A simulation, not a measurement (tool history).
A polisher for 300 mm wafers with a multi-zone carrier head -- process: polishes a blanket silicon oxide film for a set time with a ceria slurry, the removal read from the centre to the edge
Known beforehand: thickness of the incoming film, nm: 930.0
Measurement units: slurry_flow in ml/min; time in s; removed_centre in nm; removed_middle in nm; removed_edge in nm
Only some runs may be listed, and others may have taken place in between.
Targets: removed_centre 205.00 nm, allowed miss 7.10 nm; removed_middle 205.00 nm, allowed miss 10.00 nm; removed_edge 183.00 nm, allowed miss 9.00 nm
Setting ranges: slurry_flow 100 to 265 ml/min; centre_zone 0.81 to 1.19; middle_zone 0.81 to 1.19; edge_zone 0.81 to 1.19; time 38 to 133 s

run	hour	slurry_flow	centre_zone	middle_zone	edge_zone	time	removed_centre	removed_middle	removed_edge
1	0.0	170	1.00	1.00	1.00	85	251.31	274.53	270.86
2	8.0	170	1.03	1.00	0.95	76	227.04	252.10	238.66
3	8.6	170	1.03	1.00	0.90	76	227.44	249.25	242.59
4	11.6	205	1.03	1.00	0.90	76	234.23	264.38	247.25
5	12.9	195	1.08	1.01	0.90	69	223.86	228.29	214.41
6	21.8	195	1.08	1.01	0.90	60	193.80	202.10	188.27
7	22.6	195	1.08	1.01	0.90	60	193.03	203.27	190.58
8	23.7	195	1.08	1.01	0.90	60	191.53	208.55	188.29

Exactly one of the 4 candidate moves below puts every result within its allowed miss. Which one?
A	24.8	210	1.12	1.01	0.84	60	?	?	?
B	24.8	195	1.08	0.94	0.90	64	?	?	?
C	24.8	195	1.17	1.02	0.92	54	?	?	?
D	24.8	255	1.17	1.18	0.94	56	?	?	?

move	removed_centre	removed_middle	removed_edge
A	203.96	208.28	184.33
B	207.17	207.03	201.47
C	189.71	187.02	171.53
D	204.60	227.36	183.95
A: every result lands within tolerance
B: puts the biggest miss on target and leaves a different result outside tolerance
C: the biggest miss grows against the last run
D: puts the biggest miss on target and leaves a different result outside tolerance
Move A is the one to make.

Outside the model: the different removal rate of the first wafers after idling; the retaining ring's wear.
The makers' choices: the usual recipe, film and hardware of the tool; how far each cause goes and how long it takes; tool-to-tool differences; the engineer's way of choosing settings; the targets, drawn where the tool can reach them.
